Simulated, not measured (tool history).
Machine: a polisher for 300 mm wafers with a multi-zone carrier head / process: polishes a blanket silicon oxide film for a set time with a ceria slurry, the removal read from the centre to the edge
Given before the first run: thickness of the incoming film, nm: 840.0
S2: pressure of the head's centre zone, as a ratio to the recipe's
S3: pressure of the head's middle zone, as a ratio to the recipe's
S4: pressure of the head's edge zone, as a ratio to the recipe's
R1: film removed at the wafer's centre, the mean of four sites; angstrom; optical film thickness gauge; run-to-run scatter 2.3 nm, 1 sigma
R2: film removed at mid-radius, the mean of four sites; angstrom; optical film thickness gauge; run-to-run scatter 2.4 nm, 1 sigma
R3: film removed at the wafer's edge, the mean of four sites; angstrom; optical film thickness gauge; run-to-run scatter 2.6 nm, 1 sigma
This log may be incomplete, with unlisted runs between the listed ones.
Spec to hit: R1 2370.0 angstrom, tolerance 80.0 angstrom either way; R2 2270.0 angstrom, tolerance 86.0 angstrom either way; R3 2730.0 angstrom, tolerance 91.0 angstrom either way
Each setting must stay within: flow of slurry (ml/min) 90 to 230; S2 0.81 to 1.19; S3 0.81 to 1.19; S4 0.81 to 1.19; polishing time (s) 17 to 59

run 1 hour=0.0 | flow_of_slurry_(ml/min)=150 S2=1.00 S3=1.00 S4=1.00 polishing_time_(s)=38 | R1=3105.1 R2=3081.7 R3=3252.1
run 2 hour=7.5 | flow_of_slurry_(ml/min)=150 S2=1.00 S3=1.06 S4=1.00 polishing_time_(s)=38 | R1=3122.3 R2=3259.0 R3=3286.1
run 3 hour=15.6 | flow_of_slurry_(ml/min)=150 S2=1.03 S3=1.06 S4=1.00 polishing_time_(s)=38 | R1=3246.7 R2=3273.8 R3=3265.8
run 4 hour=18.7 | flow_of_slurry_(ml/min)=115 S2=1.03 S3=1.06 S4=1.00 polishing_time_(s)=38 | R1=3050.8 R2=3082.2 R3=3159.1
run 5 hour=22.6 | flow_of_slurry_(ml/min)=110 S2=1.01 S3=1.02 S4=0.99 polishing_time_(s)=37 | R1=2888.2 R2=2896.2 R3=3038.9
run 6 hour=26.0 | flow_of_slurry_(ml/min)=110 S2=1.01 S3=1.02 S4=0.99 polishing_time_(s)=31 | R1=2406.0 R2=2375.7 R3=2533.2
run 7 hour=26.9 | flow_of_slurry_(ml/min)=110 S2=1.01 S3=1.01 S4=1.01 polishing_time_(s)=31 | R1=2367.5 R2=2406.3 R3=2551.7
run 8 hour=33.3 | flow_of_slurry_(ml/min)=110 S2=1.01 S3=0.98 S4=1.03 polishing_time_(s)=31 | R1=2393.1 R2=2291.6 R3=2558.7
run 9 hour=34.8 | flow_of_slurry_(ml/min)=110 S2=0.96 S3=0.97 S4=1.13 polishing_time_(s)=32 | R1=2394.6 R2=2362.9 R3=2748.4

Which single option among these 4 for the next run brings every result within its allowed miss of target? Just one does.
run A hour=36.3 | flow_of_slurry_(ml/min)=90 S2=0.84 S3=0.86 S4=1.19 polishing_time_(s)=36 | R1=? R2=? R3=?
run B hour=36.3 | flow_of_slurry_(ml/min)=95 S2=0.99 S3=0.96 S4=1.19 polishing_time_(s)=30 | R1=? R2=? R3=?
run C hour=36.3 | flow_of_slurry_(ml/min)=90 S2=0.96 S3=0.91 S4=1.03 polishing_time_(s)=34 | R1=? R2=? R3=?
run D hour=36.3 | flow_of_slurry_(ml/min)=105 S2=0.94 S3=0.99 S4=1.02 polishing_time_(s)=33 | R1=? R2=? R3=?

move=A R1=2219.0 R2=2285.9 R3=3076.1
move=B R1=2185.8 R2=2115.1 R3=2584.1
move=C R1=2368.8 R2=2261.3 R3=2784.8
move=D R1=2358.1 R2=2447.5 R3=2763.6
A: corrects the largest miss of the last run, while another result sits out of spec
B: takes the biggest miss from the last run beyond its target
C: every result lands within tolerance
D: further off than the last run
The move that meets every target is C.

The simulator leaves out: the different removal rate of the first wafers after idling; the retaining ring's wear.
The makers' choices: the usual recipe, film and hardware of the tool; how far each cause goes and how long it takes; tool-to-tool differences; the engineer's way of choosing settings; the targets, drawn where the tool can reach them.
